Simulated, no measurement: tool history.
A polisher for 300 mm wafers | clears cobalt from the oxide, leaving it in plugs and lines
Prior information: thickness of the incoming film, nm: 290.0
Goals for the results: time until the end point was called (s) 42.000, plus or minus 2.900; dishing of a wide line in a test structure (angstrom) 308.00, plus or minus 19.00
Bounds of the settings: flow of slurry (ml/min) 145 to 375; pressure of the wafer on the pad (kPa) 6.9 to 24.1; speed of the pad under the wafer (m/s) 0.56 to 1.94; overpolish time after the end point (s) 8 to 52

run	day	flow of slurry (ml/min)	pressure of the wafer on the pad (kPa)	speed of the pad under the wafer (m/s)	overpolish time after the end point (s)	time until the end point was called (s)	dishing of a wide line in a test structure (angstrom)
1	0.000	240	15.2	1.24	26	46.298	427.50
2	0.112	240	18.6	1.24	26	40.305	407.08
3	0.183	235	20.7	1.12	20	40.016	413.50
4	0.483	295	20.7	1.12	20	38.827	408.02
5	0.804	295	20.7	0.94	20	47.621	403.85
# day 1.096: head pressure recalibrated
6	1.096	295	22.1	0.94	20	38.539	404.25
7	1.329	320	22.8	0.86	16	40.938	397.07
8	1.492	335	23.4	0.80	13	41.118	379.48
9	1.533	350	23.4	0.76	11	42.595	341.21
10	1.600	360	23.4	0.80	10	42.080	337.64

Pick the move, out of 4, that brings all results within their allowed miss; only one does.
A	1.667	345	22.1	0.84	11	?	?
B	1.667	365	20.7	0.78	12	?	?
C	1.667	365	21.4	0.88	13	?	?
D	1.667	375	24.1	0.76	8	?	?

move	time until the end point was called (s)	dishing of a wide line in a test structure (angstrom)
A	42.625	358.88
B	48.313	354.27
C	41.972	380.30
D	42.431	314.60
A: lands further from the targets than the last run did
B: lands further from the targets than the last run did
C: lands further from the targets than the last run did
D: meets every target
So the answer is move D, the one that meets all the targets.
